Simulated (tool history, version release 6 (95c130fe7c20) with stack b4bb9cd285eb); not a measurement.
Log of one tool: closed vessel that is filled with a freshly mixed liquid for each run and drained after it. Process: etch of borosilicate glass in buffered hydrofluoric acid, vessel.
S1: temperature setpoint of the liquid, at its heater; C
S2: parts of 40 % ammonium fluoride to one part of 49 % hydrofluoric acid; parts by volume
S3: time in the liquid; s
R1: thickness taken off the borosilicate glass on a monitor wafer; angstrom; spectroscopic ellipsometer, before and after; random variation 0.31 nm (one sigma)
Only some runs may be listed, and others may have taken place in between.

Run 1, hour 0: S1 24 C, S2 13 parts by volume, S3 30 s. Result: R1 270.87 angstrom.
Run 2, hour 6.6: S1 24 C, S2 13 parts by volume, S3 30 s. Result: R1 269.19 angstrom.
Run 3, hour 11.6: S1 25.5 C, S2 13 parts by volume, S3 30 s. Result: R1 293.88 angstrom.
Run 4, hour 14.8: S1 27 C, S2 13 parts by volume, S3 30 s. Result: R1 318.47 angstrom.
Run 5, hour 15.8: S1 27 C, S2 10 parts by volume, S3 30 s. Result: R1 411.5 angstrom.
Run 6, hour 21: S1 27 C, S2 10 parts by volume, S3 30 s. Result: R1 409.95 angstrom.
Run 7, hour 29.5: S1 26.5 C, S2 10 parts by volume, S3 30 s. Result: R1 397.53 angstrom.
Run 8, hour 30.2: S1 26 C, S2 10 parts by volume, S3 30 s. Result: R1 385.19 angstrom.
Run 9, hour 31.5: S1 25.5 C, S2 10 parts by volume, S3 30 s. Result: R1 380.16 angstrom.

Predict the results of run 10:
Run 10, hour 34.2: S1 25 C, S2 10 parts by volume, S3 30 s. Result: R1 ?.

R1: 372.01 angstrom

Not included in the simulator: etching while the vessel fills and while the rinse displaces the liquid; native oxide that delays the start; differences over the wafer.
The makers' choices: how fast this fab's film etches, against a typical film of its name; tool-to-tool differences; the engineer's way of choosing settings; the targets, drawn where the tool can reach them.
